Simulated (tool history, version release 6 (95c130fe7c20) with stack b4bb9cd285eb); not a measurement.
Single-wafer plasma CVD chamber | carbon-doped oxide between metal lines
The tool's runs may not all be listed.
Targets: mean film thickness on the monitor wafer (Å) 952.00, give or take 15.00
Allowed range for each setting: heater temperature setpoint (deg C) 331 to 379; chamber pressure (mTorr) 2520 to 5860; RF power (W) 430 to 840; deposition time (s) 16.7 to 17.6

run  hour  heater temperature setpoint (deg C)  chamber pressure (mTorr)  RF power (W)  deposition time (s)  mean film thickness on the monitor wafer (Å)
  1   0.0                                  355                      4190           635                 17.6                                       1069.30
  2   0.6                                  355                      4190           635                 17.6                                       1055.50
  3   1.4                                  345                      4190           635                 17.6                                       1097.70
  4   4.5                                  351                      3880           625                 17.6                                       1056.30
  5  11.6                                  342                      3880           625                 17.6                                       1084.90
  6  14.6                                  348                      3590           615                 17.6                                       1044.60
  7  20.5                                  353                      3400           610                 17.6                                       1015.90
  8  25.5                                  356                      3270           605                 17.6                                        995.57
  9  27.3                                  356                      3270           605                 17.6                                        996.48
 10  36.1                                  358                      3180           605                 17.6                                        989.09
 11  39.2                                  360                      3100           605                 17.6                                        985.75

Which one of the following 4 next-run settings gets every result inside its allowed miss? There is exactly one.
  A  42.3                                  352                      3570           700                 16.8                                             ?
  B  42.3                                  372                      3140           715                 17.6                                             ?
  C  42.3                                  363                      2870           610                 17.3                                             ?
  D  42.3                                  352                      2990           630                 17.6                                             ?

move  mean film thickness on the monitor wafer (Å)
   A                                       1046.00
   B                                       1030.50
   C                                        951.67
   D                                       1019.80
A: its largest miss is bigger than the last run's
B: its largest miss is bigger than the last run's
C: every result lands within tolerance
D: its largest miss is bigger than the last run's
The right move is C.
